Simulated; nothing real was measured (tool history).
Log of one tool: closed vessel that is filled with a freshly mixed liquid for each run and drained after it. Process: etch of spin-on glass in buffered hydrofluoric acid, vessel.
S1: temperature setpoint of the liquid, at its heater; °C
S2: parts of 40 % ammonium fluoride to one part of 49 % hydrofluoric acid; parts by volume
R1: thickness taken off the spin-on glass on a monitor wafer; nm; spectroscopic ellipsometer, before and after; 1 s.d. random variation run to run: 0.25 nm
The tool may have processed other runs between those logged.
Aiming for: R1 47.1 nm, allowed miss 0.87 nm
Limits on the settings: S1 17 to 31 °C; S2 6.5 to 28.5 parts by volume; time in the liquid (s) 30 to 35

Run 1, hour 0: S1 23 °C, S2 17.5 parts by volume, time in the liquid (s) 35. Result: R1 38.387 nm.
Run 2, hour 1.2: S1 23 °C, S2 20 parts by volume, time in the liquid (s) 35. Result: R1 33.477 nm.
Run 3, hour 6.3: S1 23 °C, S2 24.5 parts by volume, time in the liquid (s) 35. Result: R1 29.021 nm.
Run 4, hour 10.1: S1 23 °C, S2 21.5 parts by volume, time in the liquid (s) 35. Result: R1 31.694 nm.
Run 5, hour 10.9: S1 23 °C, S2 21.5 parts by volume, time in the liquid (s) 30. Result: R1 27.411 nm.
Run 6, hour 13.8: S1 23 °C, S2 21.5 parts by volume, time in the liquid (s) 30. Result: R1 27.331 nm.
Run 7, hour 18.9: S1 23 °C, S2 21.5 parts by volume, time in the liquid (s) 30. Result: R1 27.364 nm.
Run 8, hour 21.4: S1 27 °C, S2 19 parts by volume, time in the liquid (s) 30. Result: R1 37.227 nm.
Run 9, hour 26.4: S1 31 °C, S2 17.5 parts by volume, time in the liquid (s) 30. Result: R1 50.143 nm.

Consider the 4 candidate settings below. Which is the only one whose results all fall within their allowed miss of target?
Run A, hour 31.4: S1 29.5 °C, S2 18 parts by volume, time in the liquid (s) 30. Result: R1 ?.
Run B, hour 31.4: S1 31 °C, S2 21.5 parts by volume, time in the liquid (s) 35. Result: R1 ?.
Run C, hour 31.4: S1 31 °C, S2 16.5 parts by volume, time in the liquid (s) 30. Result: R1 ?.
Run D, hour 31.4: S1 31 °C, S2 18.5 parts by volume, time in the liquid (s) 30. Result: R1 ?.

move      R1
   A  44.811
   B  48.556
   C  52.813
   D  47.204
A: takes the result that was furthest off past its target
B: an improvement on the last run, though not all results are within tolerance
C: the biggest miss grows against the last run
D: in spec on every target
The move that meets every target is D.

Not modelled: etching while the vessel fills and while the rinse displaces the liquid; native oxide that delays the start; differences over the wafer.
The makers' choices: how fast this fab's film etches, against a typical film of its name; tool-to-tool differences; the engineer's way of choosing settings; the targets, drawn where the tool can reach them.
